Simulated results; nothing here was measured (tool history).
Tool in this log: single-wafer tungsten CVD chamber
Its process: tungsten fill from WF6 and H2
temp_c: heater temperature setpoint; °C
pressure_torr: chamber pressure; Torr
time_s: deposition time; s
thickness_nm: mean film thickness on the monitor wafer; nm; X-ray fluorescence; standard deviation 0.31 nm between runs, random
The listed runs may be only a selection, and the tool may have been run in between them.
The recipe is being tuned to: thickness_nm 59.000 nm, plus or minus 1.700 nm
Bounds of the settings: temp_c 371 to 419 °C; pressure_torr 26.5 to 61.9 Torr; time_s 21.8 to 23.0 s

| run | hour | temp_c | pressure_torr | time_s | thickness_nm |
|---|---|---|---|---|---|
| 1 | 0.0 | 395 | 44.2 | 23.0 | 74.897 |
| 2 | 5.9 | 395 | 51.6 | 23.0 | 79.274 |
| 3 | 9.2 | 395 | 54.5 | 23.0 | 80.925 |
| 4 | 15.7 | 395 | 54.5 | 23.0 | 80.016 |
| 5 | 19.8 | 389 | 54.5 | 23.0 | 70.234 |
| 6 | 25.4 | 388 | 54.4 | 23.0 | 69.849 |
| 7 | 34.4 | 387 | 54.3 | 23.0 | 67.481 |
| 8 | 37.0 | 379 | 53.7 | 23.0 | 55.958 |

Pick the move, out of 4, that brings all results within their allowed miss; only one does.
| A | 39.6 | 383 | 47.0 | 23.0 | ? |
| B | 39.6 | 383 | 59.3 | 22.7 | ? |
| C | 39.6 | 383 | 60.3 | 23.0 | ? |
| D | 39.6 | 386 | 52.8 | 22.4 | ? |

| move | thickness_nm |
|---|---|
| A | 58.513 |
| B | 62.616 |
| C | 63.822 |
| D | 63.524 |
A: every result lands within tolerance
B: takes the result that was furthest off past its target
C: takes the result that was furthest off past its target
D: takes the result that was furthest off past its target
A is the move that brings every result within its allowed miss.
